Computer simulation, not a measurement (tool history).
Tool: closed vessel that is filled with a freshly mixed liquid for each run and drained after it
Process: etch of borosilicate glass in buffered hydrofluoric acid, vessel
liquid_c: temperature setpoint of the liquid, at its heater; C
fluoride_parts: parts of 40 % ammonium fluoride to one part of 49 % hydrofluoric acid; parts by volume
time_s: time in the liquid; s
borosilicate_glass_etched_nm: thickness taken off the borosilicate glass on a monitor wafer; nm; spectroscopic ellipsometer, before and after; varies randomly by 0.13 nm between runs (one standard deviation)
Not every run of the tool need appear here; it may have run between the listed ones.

| run | day | liquid_c | fluoride_parts | time_s | borosilicate_glass_etched_nm |
|---|---|---|---|---|---|
| 1 | 0 | 23 | 13.5 | 30 | 25.783 |
| 2 | 0.05 | 21.5 | 14.5 | 30 | 22.246 |
| 3 | 0.254 | 20 | 15 | 30 | 19.847 |
| 4 | 0.417 | 22 | 15 | 30 | 22.091 |
| 5 | 0.467 | 20.5 | 15.5 | 30 | 19.577 |
| 6 | 0.604 | 19.5 | 16 | 30 | 17.783 |

Run 7, settings as shown, results not yet in. Your forecast:
| 7 | 0.704 | 19 | 16 | 30 | ? |

borosilicate_glass_etched_nm: 17.668 nm
